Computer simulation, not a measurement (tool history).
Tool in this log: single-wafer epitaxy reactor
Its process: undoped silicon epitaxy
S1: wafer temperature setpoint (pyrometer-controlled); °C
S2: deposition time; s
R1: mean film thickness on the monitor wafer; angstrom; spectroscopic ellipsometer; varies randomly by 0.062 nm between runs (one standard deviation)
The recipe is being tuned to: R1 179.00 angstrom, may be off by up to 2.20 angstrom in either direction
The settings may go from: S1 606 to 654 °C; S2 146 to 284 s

run,hour,S1,S2,R1
1,0.0,630,215,217.33
2,1.1,621,215,173.90
3,2.4,631,215,222.55
4,8.0,630,215,216.13
5,10.5,629,215,211.78
6,16.7,628,215,207.03
7,23.2,627,215,202.98
8,27.5,626,215,196.67
9,32.8,621,215,173.72

Pick the move, out of 4, that brings all results within their allowed miss; only one does.
A,38.1,620,227,?
B,38.1,621,203,?
C,38.1,623,216,?
D,38.1,625,208,?

move,R1
A,180.14
B,165.13
C,184.58
D,186.68
A: hits every target within its allowed miss
B: further off than the last run
C: takes the biggest miss from the last run beyond its target
D: takes the biggest miss from the last run beyond its target
Go with A: it meets all targets.
